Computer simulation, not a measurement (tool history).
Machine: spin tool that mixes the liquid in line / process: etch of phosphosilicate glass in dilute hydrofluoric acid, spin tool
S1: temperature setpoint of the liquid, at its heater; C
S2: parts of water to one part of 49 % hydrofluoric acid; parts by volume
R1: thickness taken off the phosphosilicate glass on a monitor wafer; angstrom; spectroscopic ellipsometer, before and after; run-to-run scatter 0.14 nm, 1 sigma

Run 1, hour 0.0: S1 25.0 C, S2 220 parts by volume, time under the liquid (s) 15. Result: R1 110.900 angstrom.
Run 2, hour 5.4: S1 25.0 C, S2 265 parts by volume, time under the liquid (s) 15. Result: R1 88.593 angstrom.
Run 3, hour 11.6: S1 22.5 C, S2 265 parts by volume, time under the liquid (s) 15. Result: R1 80.794 angstrom.
Run 4, hour 13.8: S1 22.5 C, S2 320 parts by volume, time under the liquid (s) 15. Result: R1 63.097 angstrom.
Run 5, hour 14.6: S1 22.5 C, S2 285 parts by volume, time under the liquid (s) 15. Result: R1 72.283 angstrom.
Run 6, hour 23.2: S1 23.5 C, S2 275 parts by volume, time under the liquid (s) 15. Result: R1 79.333 angstrom.
Run 7, hour 32.0: S1 24.5 C, S2 265 parts by volume, time under the liquid (s) 15. Result: R1 85.105 angstrom.
Run 8, hour 35.9: S1 24.5 C, S2 265 parts by volume, time under the liquid (s) 15. Result: R1 86.789 angstrom.

Predict the results of run 9:
Run 9, hour 37.0: S1 25.5 C, S2 255 parts by volume, time under the liquid (s) 15. Result: R1 ?.

R1: 93.731 angstrom
